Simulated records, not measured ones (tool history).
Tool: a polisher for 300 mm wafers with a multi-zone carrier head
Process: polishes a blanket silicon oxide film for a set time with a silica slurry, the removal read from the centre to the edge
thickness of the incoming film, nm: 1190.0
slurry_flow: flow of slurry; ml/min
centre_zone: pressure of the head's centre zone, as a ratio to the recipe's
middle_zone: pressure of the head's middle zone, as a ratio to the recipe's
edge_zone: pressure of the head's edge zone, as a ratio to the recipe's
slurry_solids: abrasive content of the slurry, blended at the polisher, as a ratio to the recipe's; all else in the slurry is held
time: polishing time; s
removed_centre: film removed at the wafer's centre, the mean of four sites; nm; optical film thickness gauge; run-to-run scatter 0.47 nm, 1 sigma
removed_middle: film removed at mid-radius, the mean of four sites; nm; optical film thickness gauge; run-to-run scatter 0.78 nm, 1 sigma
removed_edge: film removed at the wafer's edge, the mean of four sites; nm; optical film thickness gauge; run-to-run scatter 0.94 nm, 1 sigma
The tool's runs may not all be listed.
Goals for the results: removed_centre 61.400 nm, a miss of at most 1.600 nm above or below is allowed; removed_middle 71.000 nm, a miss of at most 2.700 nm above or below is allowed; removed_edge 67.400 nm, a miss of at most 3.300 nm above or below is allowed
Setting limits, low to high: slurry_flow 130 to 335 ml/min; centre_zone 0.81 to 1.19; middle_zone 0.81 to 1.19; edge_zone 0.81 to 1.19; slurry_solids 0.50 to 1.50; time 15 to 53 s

run	hour	slurry_flow	centre_zone	middle_zone	edge_zone	slurry_solids	time	removed_centre	removed_middle	removed_edge
1	0.0	215	1.00	1.00	1.00	1.00	34	93.263	92.636	96.165
2	5.1	215	1.00	1.00	1.00	0.85	34	88.537	88.484	88.483
3	12.0	215	1.00	0.95	1.00	0.85	34	89.483	87.401	87.038
4	14.6	200	0.95	0.94	1.01	0.75	33	78.453	75.913	82.933
5	19.3	210	0.92	0.98	0.96	0.70	33	75.223	78.091	77.477
6	24.1	200	0.89	0.99	0.94	0.65	33	71.688	76.206	77.281
7	31.2	205	0.87	1.00	0.92	0.60	33	67.931	74.834	73.734
8	38.0	205	0.85	1.00	0.90	0.55	33	64.451	71.334	68.603
9	38.8	205	0.84	1.00	0.89	0.55	33	64.356	72.514	69.506
10	42.1	175	0.82	1.00	0.86	0.50	33	58.246	67.189	65.232
11	43.7	185	0.82	1.00	0.87	0.50	33	59.158	67.927	64.404

Next run, 4 choices. One meets every target within its allowed miss, the rest don't. Which?
A	45.3	195	0.92	1.14	0.96	0.50	29	?	?	?
B	45.3	225	0.82	1.15	0.81	0.50	31	?	?	?
C	45.3	160	0.82	1.02	0.88	0.55	34	?	?	?
D	45.3	155	0.97	0.90	0.91	0.70	29	?	?	?

move	removed_centre	removed_middle	removed_edge
A	57.723	66.387	59.113
B	58.515	72.941	60.423
C	62.654	72.164	68.132
D	65.271	61.665	64.506
A: misses by more than the last run did
B: misses by more than the last run did
C: all results in spec
D: carries the result that was furthest off beyond its target, to the other side
Go with C: it meets all targets.
